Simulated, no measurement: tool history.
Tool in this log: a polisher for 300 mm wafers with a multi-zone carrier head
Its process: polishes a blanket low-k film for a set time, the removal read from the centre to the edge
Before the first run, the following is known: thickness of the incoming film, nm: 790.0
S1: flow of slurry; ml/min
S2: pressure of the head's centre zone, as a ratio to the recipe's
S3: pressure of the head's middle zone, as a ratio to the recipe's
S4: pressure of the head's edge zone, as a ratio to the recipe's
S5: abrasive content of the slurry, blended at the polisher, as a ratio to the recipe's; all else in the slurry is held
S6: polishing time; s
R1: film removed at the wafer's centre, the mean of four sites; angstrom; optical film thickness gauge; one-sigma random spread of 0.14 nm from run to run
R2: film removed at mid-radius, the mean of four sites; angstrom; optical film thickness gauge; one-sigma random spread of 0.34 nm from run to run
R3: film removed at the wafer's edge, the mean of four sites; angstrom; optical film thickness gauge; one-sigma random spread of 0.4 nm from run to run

run 1 hour=0.0 | S1=135 S2=1.00 S3=1.00 S4=1.00 S5=1.00 S6=72 | R1=298.86 R2=302.67 R3=314.09
run 2 hour=5.3 | S1=135 S2=1.00 S3=1.00 S4=0.92 S5=1.00 S6=72 | R1=296.84 R2=306.40 R3=295.85
run 3 hour=10.7 | S1=135 S2=1.00 S3=1.04 S4=0.92 S5=1.00 S6=72 | R1=298.86 R2=310.14 R3=302.46
run 4 hour=17.7 | S1=130 S2=0.97 S3=1.02 S4=0.94 S5=1.00 S6=72 | R1=285.76 R2=304.80 R3=301.17
run 5 hour=24.5 | S1=130 S2=0.90 S3=1.02 S4=0.94 S5=1.00 S6=72 | R1=263.37 R2=310.06 R3=297.61
run 6 hour=32.8 | S1=130 S2=0.97 S3=1.02 S4=0.94 S5=1.00 S6=72 | R1=283.79 R2=305.83 R3=302.65
run 7 hour=37.8 | S1=125 S2=0.95 S3=1.00 S4=0.96 S5=1.00 S6=72 | R1=277.05 R2=308.14 R3=302.38
run 8 hour=44.2 | S1=130 S2=0.93 S3=0.99 S4=1.00 S5=0.95 S6=72 | R1=267.01 R2=291.29 R3=310.55
run 9 hour=50.9 | S1=125 S2=0.91 S3=0.97 S4=1.00 S5=0.95 S6=72 | R1=259.54 R2=288.27 R3=304.13
run 10 hour=54.8 | S1=120 S2=0.89 S3=0.96 S4=1.01 S5=0.95 S6=72 | R1=251.26 R2=282.38 R3=301.22
run 11 hour=63.4 | S1=115 S2=0.88 S3=0.95 S4=1.02 S5=0.95 S6=72 | R1=245.57 R2=275.10 R3=302.49
run 12 hour=65.6 | S1=110 S2=0.87 S3=0.95 S4=1.02 S5=0.95 S6=72 | R1=241.85 R2=278.90 R3=294.67

Forecast run 13:
run 13 hour=72.8 | S1=105 S2=0.86 S3=0.94 S4=1.03 S5=0.95 S6=72 | R1=? R2=? R3=?

Run 13 measured R1 232.86 angstrom, R2 264.25 angstrom, R3 291.44 angstrom.
